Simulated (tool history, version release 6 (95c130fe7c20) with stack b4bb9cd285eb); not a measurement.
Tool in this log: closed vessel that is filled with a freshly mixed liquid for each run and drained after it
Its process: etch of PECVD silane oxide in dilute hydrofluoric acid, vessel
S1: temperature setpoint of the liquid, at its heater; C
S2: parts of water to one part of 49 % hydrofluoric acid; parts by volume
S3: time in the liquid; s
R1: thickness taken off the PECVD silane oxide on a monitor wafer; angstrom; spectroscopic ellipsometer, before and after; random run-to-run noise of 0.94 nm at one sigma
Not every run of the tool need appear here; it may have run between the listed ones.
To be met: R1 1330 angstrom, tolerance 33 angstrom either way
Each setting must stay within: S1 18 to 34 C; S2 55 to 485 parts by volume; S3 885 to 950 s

run	hour	S1	S2	S3	R1
1	0	26	270	885	400.3
2	6	26	270	950	432.94
3	7.9	28.5	270	950	467.23
4	9.9	28.5	310	950	394.78
# hour 11.7: thermometer replaced
5	11.7	29.5	260	950	544.9
6	16.9	30.5	235	950	637.17
7	18.8	34	125	950	1565.3
8	21.1	33.5	125	950	1542.3
9	22	33	125	950	1499.5
10	28.7	32.5	125	950	1479.7
11	34.3	32	125	950	1462.4
12	36.6	31.5	125	950	1438.4
13	41.1	31	125	950	1410.3
14	44.7	30.5	125	950	1376.8

Pick the move, out of 5, that brings all results within their allowed miss; only one does.
A	48.3	31	120	950	?
B	48.3	29.5	120	905	?
C	48.3	29.5	115	895	?
D	48.3	31.5	125	940	?
E	48.3	33.5	130	915	?

move	R1
A	1464.9
B	1320.6
C	1372.1
D	1407.1
E	1404.4
A: misses by more than the last run did
B: meets every target
C: closes in on the targets versus the last run, not all within tolerance yet
D: misses by more than the last run did
E: misses by more than the last run did
Answer: B
